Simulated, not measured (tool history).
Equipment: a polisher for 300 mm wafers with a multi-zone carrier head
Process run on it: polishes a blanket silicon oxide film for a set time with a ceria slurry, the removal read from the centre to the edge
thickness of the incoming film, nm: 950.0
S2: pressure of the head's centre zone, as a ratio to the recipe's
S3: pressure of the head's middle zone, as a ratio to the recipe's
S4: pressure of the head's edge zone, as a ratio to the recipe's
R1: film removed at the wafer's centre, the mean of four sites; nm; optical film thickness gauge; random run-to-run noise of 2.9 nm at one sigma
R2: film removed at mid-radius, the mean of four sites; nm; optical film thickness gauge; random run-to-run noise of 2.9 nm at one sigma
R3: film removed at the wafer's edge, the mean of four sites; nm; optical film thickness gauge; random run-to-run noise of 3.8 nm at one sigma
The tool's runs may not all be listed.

Run 1, hour 0.0: flow of slurry (ml/min) 185, S2 1.00, S3 1.00, S4 1.00, polishing time (s) 87. Result: R1 292.12 nm, R2 310.88 nm, R3 322.02 nm.
Run 2, hour 3.1: flow of slurry (ml/min) 185, S2 1.00, S3 0.96, S4 1.00, polishing time (s) 87. Result: R1 295.25 nm, R2 302.65 nm, R3 319.04 nm.
Run 3, hour 11.6: flow of slurry (ml/min) 185, S2 0.93, S3 0.96, S4 1.00, polishing time (s) 87. Result: R1 270.46 nm, R2 298.00 nm, R3 310.73 nm.
Run 4, hour 20.5: flow of slurry (ml/min) 215, S2 0.93, S3 0.96, S4 1.00, polishing time (s) 87. Result: R1 276.68 nm, R2 310.14 nm, R3 329.21 nm.
Run 5, hour 25.7: flow of slurry (ml/min) 220, S2 0.95, S3 0.97, S4 0.99, polishing time (s) 87. Result: R1 285.10 nm, R2 308.14 nm, R3 327.49 nm.
Run 6, hour 29.0: flow of slurry (ml/min) 225, S2 0.96, S3 0.98, S4 0.98, polishing time (s) 87. Result: R1 290.44 nm, R2 312.05 nm, R3 322.30 nm.
Run 7, hour 36.3: flow of slurry (ml/min) 230, S2 0.97, S3 0.99, S4 0.98, polishing time (s) 87. Result: R1 291.98 nm, R2 315.30 nm, R3 323.85 nm.

Expected results for the next run?
Run 8, hour 42.2: flow of slurry (ml/min) 235, S2 0.98, S3 1.00, S4 0.98, polishing time (s) 87. Result: R1 ?, R2 ?, R3 ?.

Run 8 yielded R1 302.52 nm, R2 315.96 nm, R3 325.79 nm.

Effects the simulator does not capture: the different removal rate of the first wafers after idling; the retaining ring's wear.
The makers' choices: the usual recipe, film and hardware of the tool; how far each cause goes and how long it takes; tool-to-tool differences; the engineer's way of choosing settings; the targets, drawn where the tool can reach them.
